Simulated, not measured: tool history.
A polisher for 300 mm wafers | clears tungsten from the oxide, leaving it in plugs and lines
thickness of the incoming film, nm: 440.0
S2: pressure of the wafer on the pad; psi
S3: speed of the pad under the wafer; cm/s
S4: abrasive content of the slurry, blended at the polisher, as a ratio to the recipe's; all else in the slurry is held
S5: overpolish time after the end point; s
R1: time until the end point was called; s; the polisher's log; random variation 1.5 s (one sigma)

run 1 day=0.000 | flow_of_slurry_(ml/min)=120 S2=4.8 S3=118 S4=1.00 S5=8 | R1=68.775
run 2 day=0.354 | flow_of_slurry_(ml/min)=120 S2=4.8 S3=118 S4=1.15 S5=8 | R1=64.661
run 3 day=0.704 | flow_of_slurry_(ml/min)=120 S2=4.5 S3=116 S4=1.15 S5=8 | R1=69.397
run 4 day=1.058 | flow_of_slurry_(ml/min)=120 S2=4.2 S3=114 S4=1.15 S5=8 | R1=76.038
run 5 day=1.104 | flow_of_slurry_(ml/min)=120 S2=4.0 S3=114 S4=1.15 S5=8 | R1=77.818
run 6 day=1.467 | flow_of_slurry_(ml/min)=120 S2=4.0 S3=114 S4=1.25 S5=8 | R1=78.098
run 7 day=1.792 | flow_of_slurry_(ml/min)=120 S2=3.8 S3=112 S4=1.25 S5=8 | R1=83.219
run 8 day=2.088 | flow_of_slurry_(ml/min)=120 S2=3.6 S3=112 S4=1.25 S5=8 | R1=88.394
run 9 day=2.304 | flow_of_slurry_(ml/min)=105 S2=2.2 S3=110 S4=1.25 S5=8 | R1=146.140
run 10 day=2.604 | flow_of_slurry_(ml/min)=110 S2=2.2 S3=110 S4=1.25 S5=8 | R1=146.850
run 11 day=2.771 | flow_of_slurry_(ml/min)=115 S2=3.1 S3=112 S4=1.25 S5=8 | R1=101.630

Run 12 comes next. What will it give?
run 12 day=2.867 | flow_of_slurry_(ml/min)=110 S2=3.1 S3=112 S4=1.25 S5=8 | R1=?

Run 12 gave R1 107.370 s.
